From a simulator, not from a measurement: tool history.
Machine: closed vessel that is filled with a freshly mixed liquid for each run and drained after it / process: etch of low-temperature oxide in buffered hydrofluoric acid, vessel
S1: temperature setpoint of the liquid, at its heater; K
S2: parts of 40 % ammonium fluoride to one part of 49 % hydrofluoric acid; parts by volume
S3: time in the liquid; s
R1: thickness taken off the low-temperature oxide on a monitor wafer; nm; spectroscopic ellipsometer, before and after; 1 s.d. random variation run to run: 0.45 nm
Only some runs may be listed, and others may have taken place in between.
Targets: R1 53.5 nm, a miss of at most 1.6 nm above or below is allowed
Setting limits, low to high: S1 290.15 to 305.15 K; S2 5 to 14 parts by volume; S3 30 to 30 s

run,hour,S1,S2,S3,R1
1,0,298.15,8.5,30,100.46
2,3.3,298.15,8.5,30,101.76
3,4,298.15,10,30,88.941
4,8.3,299.65,10,30,98.617
5,12.9,299.65,10,30,96.573
6,16.3,299.65,8,30,118.01
7,24.9,297.15,8.5,30,96.044
8,26.5,297.15,8.5,30,95.283
9,30.1,295.65,9,30,82.87
# hour 36.8: thermometer replaced
10,36.8,294.15,9.5,30,79.675
11,44.6,293.15,10.5,30,68.671
12,47.2,292.65,11,30,63.318
13,52.7,292.15,11,30,61.037
14,61,290.15,11,30,55.7

Of the 4 settings listed for the next run, only one would bring every result within its allowed miss of target. Which one?
A,69.3,291.15,11.5,30,?
B,69.3,290.15,10.5,30,?
C,69.3,292.15,12,30,?
D,69.3,291.15,12,30,?

move,R1
A,56.678
B,58.512
C,57.532
D,54.367
A: further off than the last run
B: further off than the last run
C: further off than the last run
D: every result within its allowed miss
Answer: D
